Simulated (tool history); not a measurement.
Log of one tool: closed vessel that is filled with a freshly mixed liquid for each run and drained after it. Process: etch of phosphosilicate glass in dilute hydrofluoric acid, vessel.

run    day  temperature setpoint of the liquid (K)  parts of water to one part of 49 % hydrofluoric acid (parts by volume)  time in the liquid (s)  thickness taken off the phosphosilicate glass on a monitor wafer (angstrom)
  1      0                                  297.15                                                                     265                     135                                                                       325.03
  2  0.308                                  295.65                                                                     265                     135                                                                       311.96
  3  0.679                                  292.65                                                                     265                     135                                                                       283.61
  4  0.717                                  292.15                                                                     265                     135                                                                        272.5
  5  0.862                                  290.15                                                                     265                     135                                                                       254.03
  6  1.062                                  290.15                                                                     210                     135                                                                       334.23
  7  1.288                                  290.15                                                                     225                     135                                                                       305.78
  8  1.525                                  290.15                                                                     235                     135                                                                       298.34

Run 9 comes next. What will it give?
  9  1.729                                  290.15                                                                     245                     135                                                                            ?

Run 9 gave thickness taken off the phosphosilicate glass on a monitor wafer (angstrom) 283.14.

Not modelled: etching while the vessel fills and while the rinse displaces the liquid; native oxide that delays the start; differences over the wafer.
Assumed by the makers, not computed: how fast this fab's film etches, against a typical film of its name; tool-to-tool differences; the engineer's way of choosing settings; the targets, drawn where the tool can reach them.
